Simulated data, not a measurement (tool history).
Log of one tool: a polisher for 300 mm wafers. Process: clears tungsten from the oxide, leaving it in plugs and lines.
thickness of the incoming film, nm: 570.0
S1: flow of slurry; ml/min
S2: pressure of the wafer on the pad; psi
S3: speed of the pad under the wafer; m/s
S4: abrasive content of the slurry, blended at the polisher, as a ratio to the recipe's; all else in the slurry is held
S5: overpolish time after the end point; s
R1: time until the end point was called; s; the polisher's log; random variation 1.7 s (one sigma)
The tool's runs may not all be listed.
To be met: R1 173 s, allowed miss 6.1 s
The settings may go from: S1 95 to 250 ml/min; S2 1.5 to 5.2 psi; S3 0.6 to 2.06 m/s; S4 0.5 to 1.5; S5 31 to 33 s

run,hour,S1,S2,S3,S4,S5,R1
1,0,160,3.3,1.32,1,31,99.172
2,8.9,160,3,1.32,1,31,107.26
3,13.2,160,3.5,1.32,1,31,92.807
4,20.7,160,3.5,1.32,1,33,93.532
5,29,160,3.5,1.32,1,33,94.192
6,33.2,160,3.5,1.32,0.8,33,98.492
7,35,160,3.2,1.32,0.8,33,106.62
8,38,160,2.9,1.32,0.8,33,117.49
9,43,145,1.9,1.3,0.8,33,180.49
10,47.8,150,1.9,1.3,0.8,33,180.24

4 next moves are on the table. One of them brings every result within its allowed miss. Which?
A,52.6,145,1.8,1.28,0.8,31,?
B,52.6,155,1.8,1.3,0.7,31,?
C,52.6,120,2.4,0.98,0.8,32,?
D,52.6,140,1.9,1.38,0.8,33,?

move,R1
A,191.4
B,192.74
C,191.92
D,169.64
A: further off than the last run
B: further off than the last run
C: further off than the last run
D: meets every target
Answer: D
